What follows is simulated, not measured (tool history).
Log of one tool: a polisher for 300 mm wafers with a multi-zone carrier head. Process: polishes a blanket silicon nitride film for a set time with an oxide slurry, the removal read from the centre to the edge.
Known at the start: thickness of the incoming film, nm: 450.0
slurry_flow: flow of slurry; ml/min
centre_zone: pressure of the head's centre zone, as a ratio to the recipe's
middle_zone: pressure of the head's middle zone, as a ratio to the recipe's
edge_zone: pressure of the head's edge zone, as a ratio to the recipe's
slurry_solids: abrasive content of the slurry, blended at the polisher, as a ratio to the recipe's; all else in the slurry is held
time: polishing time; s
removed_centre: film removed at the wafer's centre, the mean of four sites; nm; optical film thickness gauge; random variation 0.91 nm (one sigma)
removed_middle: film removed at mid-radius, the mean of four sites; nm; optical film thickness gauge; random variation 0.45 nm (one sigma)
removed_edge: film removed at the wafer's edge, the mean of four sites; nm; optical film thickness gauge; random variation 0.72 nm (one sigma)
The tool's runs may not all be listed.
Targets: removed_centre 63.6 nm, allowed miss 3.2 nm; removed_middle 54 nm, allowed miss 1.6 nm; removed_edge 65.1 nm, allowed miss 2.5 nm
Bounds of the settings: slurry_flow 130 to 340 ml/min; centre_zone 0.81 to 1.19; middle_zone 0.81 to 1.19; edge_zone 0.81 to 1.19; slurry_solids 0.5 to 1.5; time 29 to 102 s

run 1 day=0 | slurry_flow=220 centre_zone=1 middle_zone=1 edge_zone=1 slurry_solids=1 time=65 | removed_centre=77.574 removed_middle=75.006 removed_edge=75.037
run 2 day=0.221 | slurry_flow=210 centre_zone=0.99 middle_zone=0.96 edge_zone=1 slurry_solids=0.95 time=65 | removed_centre=73.149 removed_middle=70.61 removed_edge=72.288
run 3 day=0.25 | slurry_flow=205 centre_zone=1 middle_zone=0.93 edge_zone=1.02 slurry_solids=0.9 time=65 | removed_centre=70.905 removed_middle=66.115 removed_edge=69.8
run 4 day=0.396 | slurry_flow=200 centre_zone=1 middle_zone=0.9 edge_zone=1.04 slurry_solids=0.9 time=65 | removed_centre=70.603 removed_middle=63.307 removed_edge=69.141
run 5 day=0.621 | slurry_flow=175 centre_zone=1 middle_zone=0.9 edge_zone=1.04 slurry_solids=0.9 time=65 | removed_centre=68.673 removed_middle=62.076 removed_edge=67.899
run 6 day=0.929 | slurry_flow=195 centre_zone=1 middle_zone=0.9 edge_zone=1.04 slurry_solids=0.9 time=65 | removed_centre=69.114 removed_middle=63.877 removed_edge=69.497
run 7 day=1.15 | slurry_flow=185 centre_zone=1.01 middle_zone=0.88 edge_zone=1.06 slurry_solids=0.9 time=65 | removed_centre=70.159 removed_middle=62.105 removed_edge=71.008
run 8 day=1.329 | slurry_flow=175 centre_zone=1.01 middle_zone=0.86 edge_zone=1.06 slurry_solids=0.9 time=65 | removed_centre=68.984 removed_middle=60.76 removed_edge=68.984
run 9 day=1.696 | slurry_flow=170 centre_zone=1.01 middle_zone=0.85 edge_zone=1.07 slurry_solids=0.9 time=65 | removed_centre=67.484 removed_middle=59.975 removed_edge=70.037
run 10 day=1.771 | slurry_flow=165 centre_zone=1.01 middle_zone=0.84 edge_zone=1.07 slurry_solids=0.9 time=65 | removed_centre=69.421 removed_middle=58.068 removed_edge=68.602
run 11 day=2.067 | slurry_flow=150 centre_zone=0.94 middle_zone=0.81 edge_zone=1.05 slurry_solids=0.85 time=65 | removed_centre=59.448 removed_middle=53.987 removed_edge=64.327
run 12 day=2.108 | slurry_flow=165 centre_zone=1 middle_zone=0.81 edge_zone=1.07 slurry_solids=0.8 time=65 | removed_centre=62.151 removed_middle=52.464 removed_edge=62.735

5 next moves are on the table. One of them brings every result within its allowed miss. Which?
run A day=2.15 | slurry_flow=245 centre_zone=1 middle_zone=0.83 edge_zone=1.13 slurry_solids=0.75 time=65 | removed_centre=? removed_middle=? removed_edge=?
run B day=2.15 | slurry_flow=135 centre_zone=1 middle_zone=0.86 edge_zone=1.03 slurry_solids=0.65 time=75 | removed_centre=? removed_middle=? removed_edge=?
run C day=2.15 | slurry_flow=145 centre_zone=1.07 middle_zone=0.85 edge_zone=1 slurry_solids=0.7 time=70 | removed_centre=? removed_middle=? removed_edge=?
run D day=2.15 | slurry_flow=155 centre_zone=1.05 middle_zone=0.91 edge_zone=0.95 slurry_solids=0.75 time=65 | removed_centre=? removed_middle=? removed_edge=?
run E day=2.15 | slurry_flow=135 centre_zone=1.02 middle_zone=0.89 edge_zone=0.91 slurry_solids=0.7 time=75 | removed_centre=? removed_middle=? removed_edge=?

move=A removed_centre=64.542 removed_middle=53.832 removed_edge=65.824
move=B removed_centre=57.787 removed_middle=50.326 removed_edge=58.755
move=C removed_centre=63.165 removed_middle=50.754 removed_edge=58.693
move=D removed_centre=62.168 removed_middle=53.739 removed_edge=57.013
move=E removed_centre=63.203 removed_middle=55.497 removed_edge=59.354
A: meets every target
B: further off than the last run
C: further off than the last run
D: brings the result that was furthest off to its target, and leaves another outside
E: brings the result that was furthest off to its target, and leaves another outside
Move A is the one to make.

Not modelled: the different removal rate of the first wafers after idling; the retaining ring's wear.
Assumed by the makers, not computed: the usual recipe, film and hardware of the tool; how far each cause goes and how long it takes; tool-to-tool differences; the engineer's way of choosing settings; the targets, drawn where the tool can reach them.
